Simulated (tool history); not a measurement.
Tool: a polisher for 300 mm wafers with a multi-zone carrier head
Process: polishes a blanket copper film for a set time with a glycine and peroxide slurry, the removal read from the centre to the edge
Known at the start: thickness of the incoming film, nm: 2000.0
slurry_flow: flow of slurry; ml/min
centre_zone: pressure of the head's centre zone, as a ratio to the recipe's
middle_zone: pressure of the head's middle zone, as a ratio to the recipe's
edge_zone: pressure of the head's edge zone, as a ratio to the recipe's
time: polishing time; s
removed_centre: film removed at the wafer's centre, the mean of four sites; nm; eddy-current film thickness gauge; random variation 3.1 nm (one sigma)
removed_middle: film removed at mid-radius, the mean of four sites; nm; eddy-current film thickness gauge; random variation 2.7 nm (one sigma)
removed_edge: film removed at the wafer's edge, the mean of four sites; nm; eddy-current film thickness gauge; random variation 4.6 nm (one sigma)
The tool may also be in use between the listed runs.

run 1 hour=0.0 | slurry_flow=120 centre_zone=1.00 middle_zone=1.00 edge_zone=1.00 time=36 | removed_centre=215.22 removed_middle=223.00 removed_edge=213.87
run 2 hour=1.4 | slurry_flow=120 centre_zone=1.00 middle_zone=1.08 edge_zone=1.00 time=36 | removed_centre=220.05 removed_middle=240.51 removed_edge=212.67
run 3 hour=7.1 | slurry_flow=125 centre_zone=0.99 middle_zone=1.08 edge_zone=1.03 time=38 | removed_centre=231.08 removed_middle=252.36 removed_edge=231.97
run 4 hour=7.8 | slurry_flow=140 centre_zone=0.99 middle_zone=1.08 edge_zone=1.03 time=38 | removed_centre=239.96 removed_middle=257.05 removed_edge=239.85
run 5 hour=14.0 | slurry_flow=140 centre_zone=1.05 middle_zone=1.08 edge_zone=1.03 time=38 | removed_centre=251.10 removed_middle=257.82 removed_edge=232.99
run 6 hour=22.7 | slurry_flow=140 centre_zone=1.05 middle_zone=1.08 edge_zone=0.95 time=38 | removed_centre=250.07 removed_middle=256.04 removed_edge=224.71
run 7 hour=23.9 | slurry_flow=145 centre_zone=1.02 middle_zone=1.09 edge_zone=0.98 time=40 | removed_centre=261.65 removed_middle=273.90 removed_edge=243.23
run 8 hour=32.8 | slurry_flow=150 centre_zone=1.00 middle_zone=1.10 edge_zone=1.01 time=41 | removed_centre=263.08 removed_middle=285.75 removed_edge=251.57

Run 9 comes next. What will it give?
run 9 hour=39.8 | slurry_flow=150 centre_zone=0.99 middle_zone=1.09 edge_zone=1.04 time=42 | removed_centre=? removed_middle=? removed_edge=?

Run 9 gave removed_centre 262.84 nm, removed_middle 294.04 nm, removed_edge 261.31 nm.
